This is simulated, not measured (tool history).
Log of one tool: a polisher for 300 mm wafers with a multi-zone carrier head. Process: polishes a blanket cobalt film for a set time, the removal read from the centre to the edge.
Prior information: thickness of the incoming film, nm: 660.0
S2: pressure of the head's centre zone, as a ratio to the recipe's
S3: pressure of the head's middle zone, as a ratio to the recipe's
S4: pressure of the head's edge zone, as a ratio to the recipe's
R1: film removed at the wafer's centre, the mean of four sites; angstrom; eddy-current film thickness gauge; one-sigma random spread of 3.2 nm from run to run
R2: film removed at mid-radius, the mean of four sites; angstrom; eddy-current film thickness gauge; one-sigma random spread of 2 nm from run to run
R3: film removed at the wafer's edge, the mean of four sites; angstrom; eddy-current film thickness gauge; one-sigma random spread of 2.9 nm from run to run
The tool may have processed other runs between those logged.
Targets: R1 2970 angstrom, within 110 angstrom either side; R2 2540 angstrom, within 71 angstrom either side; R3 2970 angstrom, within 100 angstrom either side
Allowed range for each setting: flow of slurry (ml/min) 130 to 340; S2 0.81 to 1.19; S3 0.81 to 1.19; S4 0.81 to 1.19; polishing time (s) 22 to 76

{"run": 1, "hour": 0.0, "flow of slurry (ml/min)": 220, "S2": 1, "S3": 1, "S4": 1, "polishing time (s)": 49, "R1": 2355.8, "R2": 2347.6, "R3": 2322.6}
{"run": 2, "hour": 8.0, "flow of slurry (ml/min)": 225, "S2": 1.01, "S3": 0.99, "S4": 1.02, "polishing time (s)": 50, "R1": 2404.3, "R2": 2365.7, "R3": 2406.3}
{"run": 3, "hour": 14.4, "flow of slurry (ml/min)": 225, "S2": 1.01, "S3": 0.99, "S4": 0.95, "polishing time (s)": 50, "R1": 2425.2, "R2": 2385.2, "R3": 2372}
{"run": 4, "hour": 22.2, "flow of slurry (ml/min)": 225, "S2": 1.08, "S3": 0.99, "S4": 0.95, "polishing time (s)": 50, "R1": 2566.9, "R2": 2360.5, "R3": 2303.7}
{"run": 5, "hour": 26.6, "flow of slurry (ml/min)": 225, "S2": 1.08, "S3": 0.99, "S4": 0.95, "polishing time (s)": 44, "R1": 2256, "R2": 2080.7, "R3": 2058.4}
{"run": 6, "hour": 30.8, "flow of slurry (ml/min)": 225, "S2": 1.08, "S3": 0.93, "S4": 0.95, "polishing time (s)": 44, "R1": 2238.3, "R2": 2036.7, "R3": 2047.1}
{"run": 7, "hour": 33.7, "flow of slurry (ml/min)": 225, "S2": 1.08, "S3": 0.93, "S4": 0.95, "polishing time (s)": 44, "R1": 2270.2, "R2": 2035.1, "R3": 2064.8}
{"run": 8, "hour": 39.3, "flow of slurry (ml/min)": 245, "S2": 1.09, "S3": 0.89, "S4": 1.05, "polishing time (s)": 58, "R1": 3055.9, "R2": 2564.5, "R3": 2890.2}

Of the 5 settings listed for the next run, only one would bring every result within its allowed miss of target. Which one?
{"run": "A", "hour": 44.9, "flow of slurry (ml/min)": 230, "S2": 1.05, "S3": 0.86, "S4": 1.1, "polishing time (s)": 59, "R1": "?", "R2": "?", "R3": "?"}
{"run": "B", "hour": 44.9, "flow of slurry (ml/min)": 235, "S2": 1.09, "S3": 0.87, "S4": 0.98, "polishing time (s)": 58, "R1": "?", "R2": "?", "R3": "?"}
{"run": "C", "hour": 44.9, "flow of slurry (ml/min)": 240, "S2": 1.12, "S3": 0.84, "S4": 1.05, "polishing time (s)": 59, "R1": "?", "R2": "?", "R3": "?"}
{"run": "D", "hour": 44.9, "flow of slurry (ml/min)": 220, "S2": 1.11, "S3": 0.9, "S4": 1.03, "polishing time (s)": 61, "R1": "?", "R2": "?", "R3": "?"}
{"run": "E", "hour": 44.9, "flow of slurry (ml/min)": 240, "S2": 1.12, "S3": 0.84, "S4": 1.06, "polishing time (s)": 59, "R1": "?", "R2": "?", "R3": "?"}

move=A R1=2954.1 R2=2515.2 R3=3018.6
move=B R1=3022.6 R2=2498.6 R3=2807.6
move=C R1=3166.5 R2=2482.2 R3=2959
move=D R1=3215.2 R2=2675.9 R3=3009
move=E R1=3166.5 R2=2482.2 R3=2973
A: in spec on every target
B: its largest miss is bigger than the last run's
C: meets the target for the result that was furthest off, but another lies outside its allowed miss
D: meets the target for the result that was furthest off, but another lies outside its allowed miss
E: meets the target for the result that was furthest off, but another lies outside its allowed miss
A meets every target.

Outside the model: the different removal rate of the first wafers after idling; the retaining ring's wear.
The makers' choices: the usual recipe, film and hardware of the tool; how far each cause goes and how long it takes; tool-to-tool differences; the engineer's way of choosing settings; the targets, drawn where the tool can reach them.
